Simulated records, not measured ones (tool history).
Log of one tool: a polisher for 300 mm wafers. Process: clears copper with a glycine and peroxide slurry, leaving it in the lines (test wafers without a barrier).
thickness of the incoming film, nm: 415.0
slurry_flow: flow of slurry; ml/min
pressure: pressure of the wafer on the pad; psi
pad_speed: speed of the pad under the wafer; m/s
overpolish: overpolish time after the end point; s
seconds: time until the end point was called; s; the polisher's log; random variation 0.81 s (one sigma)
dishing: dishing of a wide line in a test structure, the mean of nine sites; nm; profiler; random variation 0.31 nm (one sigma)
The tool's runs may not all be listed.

Run 1, day 0.000: slurry_flow 200 ml/min, pressure 2.7 psi, pad_speed 0.90 m/s, overpolish 27 s. Result: seconds 81.161 s, dishing 80.776 nm.
Run 2, day 0.112: slurry_flow 185 ml/min, pressure 2.4 psi, pad_speed 0.96 m/s, overpolish 23 s. Result: seconds 84.792 s, dishing 70.492 nm.
Run 3, day 0.367: slurry_flow 210 ml/min, pressure 2.2 psi, pad_speed 0.96 m/s, overpolish 20 s. Result: seconds 88.856 s, dishing 61.207 nm.
Run 4, day 0.617: slurry_flow 185 ml/min, pressure 2.2 psi, pad_speed 0.96 m/s, overpolish 20 s. Result: seconds 89.759 s, dishing 59.715 nm.
Run 5, day 0.758: slurry_flow 170 ml/min, pressure 2.0 psi, pad_speed 1.00 m/s, overpolish 17 s. Result: seconds 94.693 s, dishing 51.005 nm.
Run 6, day 1.046: slurry_flow 170 ml/min, pressure 2.0 psi, pad_speed 1.00 m/s, overpolish 8 s. Result: seconds 94.330 s, dishing 26.900 nm.

Forecast run 7:
Run 7, day 1.312: slurry_flow 175 ml/min, pressure 2.0 psi, pad_speed 1.00 m/s, overpolish 8 s. Result: seconds ?, dishing ?.

{"run 7": {"seconds": 95.395, "dishing": 27.17}}

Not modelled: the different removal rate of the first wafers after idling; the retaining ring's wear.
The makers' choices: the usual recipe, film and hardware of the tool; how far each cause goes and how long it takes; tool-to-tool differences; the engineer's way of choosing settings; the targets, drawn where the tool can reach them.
